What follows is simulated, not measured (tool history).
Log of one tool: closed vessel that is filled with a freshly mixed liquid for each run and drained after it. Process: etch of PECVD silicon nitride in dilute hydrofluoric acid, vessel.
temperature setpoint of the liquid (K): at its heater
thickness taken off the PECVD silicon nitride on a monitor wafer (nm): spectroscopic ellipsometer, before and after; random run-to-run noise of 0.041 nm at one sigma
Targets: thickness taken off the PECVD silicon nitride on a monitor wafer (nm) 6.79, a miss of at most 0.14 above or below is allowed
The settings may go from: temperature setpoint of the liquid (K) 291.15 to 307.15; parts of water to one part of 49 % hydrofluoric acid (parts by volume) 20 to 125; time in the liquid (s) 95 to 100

run  hour  temperature setpoint of the liquid (K)  parts of water to one part of 49 % hydrofluoric acid (parts by volume)  time in the liquid (s)  thickness taken off the PECVD silicon nitride on a monitor wafer (nm)
  1     0                                  299.15                                                                      70                      95                                                                 7.6134
  2   6.6                                  299.15                                                                      70                     100                                                                 7.9445
  3   9.4                                  299.15                                                                      50                     100                                                                 11.071
  4  11.9                                  297.15                                                                      50                     100                                                                 9.7678
  5    16                                  297.15                                                                      50                      95                                                                 9.2308
  6  22.8                                  295.65                                                                      50                      95                                                                 8.4183
  7  27.8                                  294.65                                                                      50                      95                                                                  7.872
  8  33.7                                  294.15                                                                      50                      95                                                                  7.591
  9  40.9                                  293.65                                                                      50                      95                                                                 7.3747
 10  42.7                                  293.15                                                                      50                      95                                                                 7.0768

Which one of the following 4 next-run settings gets every result inside its allowed miss? There is exactly one.
  A  44.5                                  293.65                                                                      55                     100                                                                      ?
  B  44.5                                  293.15                                                                      55                     100                                                                      ?
  C  44.5                                  295.65                                                                      60                      95                                                                      ?
  D  44.5                                  295.15                                                                      60                     100                                                                      ?

move  thickness taken off the PECVD silicon nitride on a monitor wafer (nm)
   A                                                                  7.017
   B                                                                 6.7784
   C                                                                 7.0219
   D                                                                 7.1443
A: nearer the targets than the last run, but a result is still out of spec
B: hits every target within its allowed miss
C: nearer the targets than the last run, but a result is still out of spec
D: the biggest miss grows against the last run
B is the move that brings every result within its allowed miss.
